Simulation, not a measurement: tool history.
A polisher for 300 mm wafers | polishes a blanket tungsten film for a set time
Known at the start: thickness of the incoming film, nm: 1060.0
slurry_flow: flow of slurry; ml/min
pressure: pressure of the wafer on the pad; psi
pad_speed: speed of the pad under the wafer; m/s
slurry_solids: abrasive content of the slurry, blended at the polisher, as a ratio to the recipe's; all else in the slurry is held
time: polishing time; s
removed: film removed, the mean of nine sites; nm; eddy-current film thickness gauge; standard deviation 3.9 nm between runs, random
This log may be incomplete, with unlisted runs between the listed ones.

run,hour,slurry_flow,pressure,pad_speed,slurry_solids,time,removed
1,0,220,3.5,1.38,1,87,490.67
2,7,220,3.5,1.38,1,91,516.12
3,9.9,165,3.5,1.38,1,91,493.56
4,14.9,165,3.5,1.38,0.85,91,469.26
5,17,185,3.7,1.38,0.85,91,505.23
6,22.6,225,3.7,1.38,0.85,91,512.03

Run 7 is up next; what results do you expect?
7,25.5,230,3.8,1.38,0.85,91,?

removed: 531.22 nm

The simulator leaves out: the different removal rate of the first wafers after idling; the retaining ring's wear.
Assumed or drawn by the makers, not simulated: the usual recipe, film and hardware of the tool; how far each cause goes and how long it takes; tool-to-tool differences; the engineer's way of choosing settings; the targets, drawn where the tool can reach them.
